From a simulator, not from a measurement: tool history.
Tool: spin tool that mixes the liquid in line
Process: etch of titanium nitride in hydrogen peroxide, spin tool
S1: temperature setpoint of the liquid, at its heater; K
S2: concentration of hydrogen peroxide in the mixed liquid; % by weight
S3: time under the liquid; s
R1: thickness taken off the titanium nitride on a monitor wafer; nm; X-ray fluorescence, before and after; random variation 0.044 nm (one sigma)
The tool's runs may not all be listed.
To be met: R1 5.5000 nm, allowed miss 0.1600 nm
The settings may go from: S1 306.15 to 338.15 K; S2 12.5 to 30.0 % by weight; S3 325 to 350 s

run    day      S1    S2   S3       R1
  1  0.000  322.15  23.5  325  12.2640
  2  0.358  325.65  23.5  325  15.4830
  3  0.404  323.15  23.5  325  12.8940
  4  0.600  321.15  23.5  325  11.2850
  5  0.708  319.65  23.5  325  10.1290
  6  0.933  318.15  23.5  325   8.9922
  7  1.133  318.15  23.5  325   9.0478
  8  1.167  317.15  23.5  325   8.3482
  9  1.408  316.15  23.5  325   7.6540
 10  1.596  315.65  23.5  325   7.4991
 11  1.754  315.15  23.5  325   7.1901
 12  1.792  314.65  23.5  325   6.9940
 13  2.167  314.15  23.5  325   6.6482
 14  2.425  313.65  23.5  325   6.3969
 15  2.738  313.15  23.5  325   6.1300
 16  2.975  311.15  23.5  325   5.2286

Which of these 5 next moves meets every target?
  A  3.212  310.15  27.5  325   ?
  B  3.212  309.65  23.5  325   ?
  C  3.212  310.15  24.0  325   ?
  D  3.212  310.15  23.5  345   ?
  E  3.212  311.15  29.5  325   ?

move      R1
   A  5.0655
   B  4.7060
   C  4.9169
   D  5.1957
   E  5.5630
A: further off than the last run
B: further off than the last run
C: further off than the last run
D: further off than the last run
E: meets every target
Move E is the one to make.

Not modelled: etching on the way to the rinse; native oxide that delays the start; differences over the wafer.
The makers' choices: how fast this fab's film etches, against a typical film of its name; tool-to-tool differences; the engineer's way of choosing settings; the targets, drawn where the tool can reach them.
